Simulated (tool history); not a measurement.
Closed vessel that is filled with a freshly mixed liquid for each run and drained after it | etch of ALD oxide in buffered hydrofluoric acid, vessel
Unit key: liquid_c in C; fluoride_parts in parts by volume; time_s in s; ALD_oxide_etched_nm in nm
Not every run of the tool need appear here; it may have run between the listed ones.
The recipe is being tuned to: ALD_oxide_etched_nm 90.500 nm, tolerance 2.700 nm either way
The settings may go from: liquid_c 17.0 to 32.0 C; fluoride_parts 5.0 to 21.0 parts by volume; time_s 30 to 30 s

run 1 hour=0.0 | liquid_c=24.0 fluoride_parts=13.0 time_s=30 | ALD_oxide_etched_nm=106.990
run 2 hour=4.7 | liquid_c=23.5 fluoride_parts=13.0 time_s=30 | ALD_oxide_etched_nm=104.190
run 3 hour=13.2 | liquid_c=26.0 fluoride_parts=13.0 time_s=30 | ALD_oxide_etched_nm=119.600
run 4 hour=16.2 | liquid_c=26.0 fluoride_parts=13.0 time_s=30 | ALD_oxide_etched_nm=118.620
run 5 hour=22.8 | liquid_c=26.0 fluoride_parts=13.0 time_s=30 | ALD_oxide_etched_nm=119.620
run 6 hour=28.1 | liquid_c=25.0 fluoride_parts=13.0 time_s=30 | ALD_oxide_etched_nm=112.590
run 7 hour=31.3 | liquid_c=25.0 fluoride_parts=13.0 time_s=30 | ALD_oxide_etched_nm=113.690
run 8 hour=38.6 | liquid_c=24.0 fluoride_parts=13.0 time_s=30 | ALD_oxide_etched_nm=107.470

Consider the 4 candidate settings below. Which is the only one whose results all fall within their allowed miss of target?
run A hour=45.9 | liquid_c=24.0 fluoride_parts=14.0 time_s=30 | ALD_oxide_etched_nm=?
run B hour=45.9 | liquid_c=19.0 fluoride_parts=11.5 time_s=30 | ALD_oxide_etched_nm=?
run C hour=45.9 | liquid_c=23.5 fluoride_parts=14.0 time_s=30 | ALD_oxide_etched_nm=?
run D hour=45.9 | liquid_c=24.0 fluoride_parts=14.5 time_s=30 | ALD_oxide_etched_nm=?

move=A ALD_oxide_etched_nm=99.895
move=B ALD_oxide_etched_nm=91.776
move=C ALD_oxide_etched_nm=97.200
move=D ALD_oxide_etched_nm=96.513
A: an improvement on the last run, though not all results are within tolerance
B: hits every target within its allowed miss
C: an improvement on the last run, though not all results are within tolerance
D: an improvement on the last run, though not all results are within tolerance
The right move is B.
